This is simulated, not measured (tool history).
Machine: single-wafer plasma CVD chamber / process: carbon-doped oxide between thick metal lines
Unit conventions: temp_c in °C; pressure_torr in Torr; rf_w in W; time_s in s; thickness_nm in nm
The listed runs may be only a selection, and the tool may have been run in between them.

run	hour	temp_c	pressure_torr	rf_w	time_s	thickness_nm
1	0.0	355	5.85	460	134	665.42
2	7.0	353	6.09	465	134	672.09
3	12.7	353	6.09	465	139	693.29
4	15.8	353	6.09	405	139	624.90
5	19.7	353	6.09	365	139	574.71
6	26.3	352	6.25	380	139	597.26
7	27.9	351	6.42	390	139	611.72

Estimate the outcome of run 8 from the log above:
8	32.6	350	6.59	400	139	?

{"run 8": {"thickness_nm": 630.47}}

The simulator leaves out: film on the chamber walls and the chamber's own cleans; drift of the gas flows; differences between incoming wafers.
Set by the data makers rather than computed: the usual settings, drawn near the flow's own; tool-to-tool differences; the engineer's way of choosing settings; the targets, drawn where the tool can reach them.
